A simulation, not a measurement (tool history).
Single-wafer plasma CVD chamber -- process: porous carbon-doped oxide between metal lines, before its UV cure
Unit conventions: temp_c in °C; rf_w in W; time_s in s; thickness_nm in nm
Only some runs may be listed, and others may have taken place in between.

run	hour	temp_c	rf_w	time_s	thickness_nm
1	0	295	410	57	269.14
2	7.7	305	410	57	256.69
3	10.9	297	410	57	265.01
4	14.4	287	410	57	282.27
5	22.5	287	410	58.8	288.99
6	24.9	287	460	58.8	307.97
7	32.3	295	400	58.2	271.24

What will run 8 give?
8	34	307	335	57	?

{"run 8": {"thickness_nm": 229.59}}

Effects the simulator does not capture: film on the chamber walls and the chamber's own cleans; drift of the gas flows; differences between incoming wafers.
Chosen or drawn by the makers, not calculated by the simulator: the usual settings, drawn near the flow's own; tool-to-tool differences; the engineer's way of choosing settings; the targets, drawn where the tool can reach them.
